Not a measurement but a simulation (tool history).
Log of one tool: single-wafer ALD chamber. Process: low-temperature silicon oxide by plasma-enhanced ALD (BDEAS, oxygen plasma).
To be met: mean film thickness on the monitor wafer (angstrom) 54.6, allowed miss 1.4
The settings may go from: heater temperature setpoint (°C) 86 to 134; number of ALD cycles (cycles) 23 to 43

run  hour  heater temperature setpoint (°C)  number of ALD cycles (cycles)  mean film thickness on the monitor wafer (angstrom)
  1     0                               110                             33                                               44.798
  2     8                               109                             35                                               47.436
  3   9.9                               104                             35                                               48.149
  4    11                               103                             36                                               49.651
  5  15.3                               103                             34                                               46.816
  6  20.3                               110                             34                                               46.165
  7  28.4                               109                             36                                               49.183
  8  30.5                               109                             37                                               50.261
  9    36                               108                             38                                               51.857
 10  43.3                               107                             38                                               52.129
 11  51.9                               106                             38                                               52.101

Which of these 5 next moves meets every target?
  A  60.5                               110                             40                                                    ?
  B  60.5                               111                             37                                                    ?
  C  60.5                               104                             35                                                    ?
  D  60.5                               108                             36                                                    ?
  E  60.5                               109                             37                                                    ?

move  mean film thickness on the monitor wafer (angstrom)
   A                                               54.155
   B                                               49.989
   C                                               47.982
   D                                               48.944
   E                                               50.199
A: meets every target
B: further off than the last run
C: further off than the last run
D: further off than the last run
E: further off than the last run
Move A is the one to make.
